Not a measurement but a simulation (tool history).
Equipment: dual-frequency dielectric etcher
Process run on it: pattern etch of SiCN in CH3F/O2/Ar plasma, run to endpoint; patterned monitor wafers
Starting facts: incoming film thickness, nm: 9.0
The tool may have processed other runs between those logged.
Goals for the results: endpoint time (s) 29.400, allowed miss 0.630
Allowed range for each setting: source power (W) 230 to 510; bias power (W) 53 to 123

Run 1, hour 0.0: source power (W) 370, bias power (W) 88. Result: endpoint time (s) 24.743.
Run 2, hour 3.7: source power (W) 350, bias power (W) 86. Result: endpoint time (s) 25.590.
Run 3, hour 10.5: source power (W) 340, bias power (W) 85. Result: endpoint time (s) 25.855.
Run 4, hour 12.3: source power (W) 390, bias power (W) 85. Result: endpoint time (s) 24.867.
Run 5, hour 16.5: source power (W) 370, bias power (W) 83. Result: endpoint time (s) 25.228.
Run 6, hour 21.6: source power (W) 360, bias power (W) 81. Result: endpoint time (s) 26.138.
Run 7, hour 25.3: source power (W) 350, bias power (W) 80. Result: endpoint time (s) 26.445.
Run 8, hour 30.9: source power (W) 340, bias power (W) 79. Result: endpoint time (s) 26.763.
Run 9, hour 34.6: source power (W) 330, bias power (W) 78. Result: endpoint time (s) 27.320.
Run 10, hour 35.9: source power (W) 320, bias power (W) 78. Result: endpoint time (s) 27.168.
Run 11, hour 40.6: source power (W) 310, bias power (W) 77. Result: endpoint time (s) 27.940.

Pick the move, out of 4, that brings all results within their allowed miss; only one does.
Run A, hour 45.3: source power (W) 310, bias power (W) 83. Result: endpoint time (s) ?.
Run B, hour 45.3: source power (W) 360, bias power (W) 80. Result: endpoint time (s) ?.
Run C, hour 45.3: source power (W) 330, bias power (W) 77. Result: endpoint time (s) ?.
Run D, hour 45.3: source power (W) 290, bias power (W) 74. Result: endpoint time (s) ?.

move  endpoint time (s)
   A             27.093
   B             26.130
   C             27.442
   D             29.279
A: moves away from the targets compared with the last run
B: moves away from the targets compared with the last run
C: moves away from the targets compared with the last run
D: all results in spec
D is the move that brings every result within its allowed miss.
